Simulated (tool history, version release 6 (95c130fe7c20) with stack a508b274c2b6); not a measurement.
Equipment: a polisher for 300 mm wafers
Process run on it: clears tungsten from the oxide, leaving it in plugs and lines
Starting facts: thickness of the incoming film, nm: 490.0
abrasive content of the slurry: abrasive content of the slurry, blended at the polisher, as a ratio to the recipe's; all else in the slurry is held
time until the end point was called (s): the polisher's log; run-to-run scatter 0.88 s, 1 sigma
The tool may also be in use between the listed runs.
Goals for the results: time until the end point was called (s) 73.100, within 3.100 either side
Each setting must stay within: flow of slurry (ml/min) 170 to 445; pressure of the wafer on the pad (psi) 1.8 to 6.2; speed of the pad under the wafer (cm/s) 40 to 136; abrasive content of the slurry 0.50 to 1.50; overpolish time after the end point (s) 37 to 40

| run | hour | flow of slurry (ml/min) | pressure of the wafer on the pad (psi) | speed of the pad under the wafer (cm/s) | abrasive content of the slurry | overpolish time after the end point (s) | time until the end point was called (s) |
|---|---|---|---|---|---|---|---|
| 1 | 0.0 | 285 | 4.0 | 88 | 1.00 | 37 | 119.080 |
| 2 | 3.8 | 285 | 4.0 | 88 | 1.20 | 37 | 108.040 |
| 3 | 4.8 | 285 | 4.4 | 88 | 1.20 | 37 | 98.075 |
| 4 | 11.3 | 355 | 4.4 | 88 | 1.20 | 37 | 96.809 |
| 5 | 17.7 | 355 | 4.4 | 88 | 1.20 | 40 | 97.104 |
| 6 | 22.9 | 355 | 4.7 | 88 | 1.20 | 40 | 89.141 |
| 7 | 23.7 | 355 | 4.9 | 88 | 1.20 | 40 | 89.866 |
| 8 | 32.2 | 355 | 5.2 | 88 | 1.20 | 40 | 81.591 |
| 9 | 32.8 | 355 | 5.3 | 88 | 1.20 | 40 | 81.505 |
| 10 | 34.1 | 355 | 5.4 | 88 | 1.20 | 40 | 81.556 |
| 11 | 36.3 | 355 | 5.5 | 88 | 1.20 | 40 | 79.587 |
| 12 | 40.6 | 355 | 5.6 | 88 | 1.20 | 40 | 77.232 |

4 next moves are on the table. One of them brings every result within its allowed miss. Which?
| A | 44.9 | 250 | 6.0 | 88 | 1.35 | 40 | ? |
| B | 44.9 | 370 | 4.9 | 96 | 1.15 | 37 | ? |
| C | 44.9 | 375 | 5.3 | 90 | 1.25 | 40 | ? |
| D | 44.9 | 390 | 6.1 | 78 | 1.20 | 40 | ? |

| move | time until the end point was called (s) |
|---|---|
| A | 74.136 |
| B | 84.313 |
| C | 80.769 |
| D | 81.721 |
A: every result lands within tolerance
B: further off than the last run
C: further off than the last run
D: further off than the last run
Go with A: it meets all targets.
